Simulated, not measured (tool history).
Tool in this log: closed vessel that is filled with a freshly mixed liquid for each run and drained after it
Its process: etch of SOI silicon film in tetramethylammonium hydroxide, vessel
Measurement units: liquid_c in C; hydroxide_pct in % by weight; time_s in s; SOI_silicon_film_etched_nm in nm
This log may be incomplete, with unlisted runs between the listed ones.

run  hour  liquid_c  hydroxide_pct  time_s  SOI_silicon_film_etched_nm
  1     0        65           15.5      90                      357.85
  2   5.7      62.5           15.5      90                      311.19
  3   7.9      62.5           15.5      95                       328.1
  4  13.1      66.5           15.5      95                      422.96
  5  18.7      66.5             13      95                       459.5
  6  22.3      66.5             16      95                       414.3
  7  28.2        60           16.5      95                      277.65
  8  30.4        59           16.5      95                      259.08
  9    35        58           16.5      95                      242.93
 10  39.5      57.5           16.5      95                      234.39

Forecast run 11:
 11  45.1      57.5           16.5      95                           ?

SOI_silicon_film_etched_nm: 236.85 nm

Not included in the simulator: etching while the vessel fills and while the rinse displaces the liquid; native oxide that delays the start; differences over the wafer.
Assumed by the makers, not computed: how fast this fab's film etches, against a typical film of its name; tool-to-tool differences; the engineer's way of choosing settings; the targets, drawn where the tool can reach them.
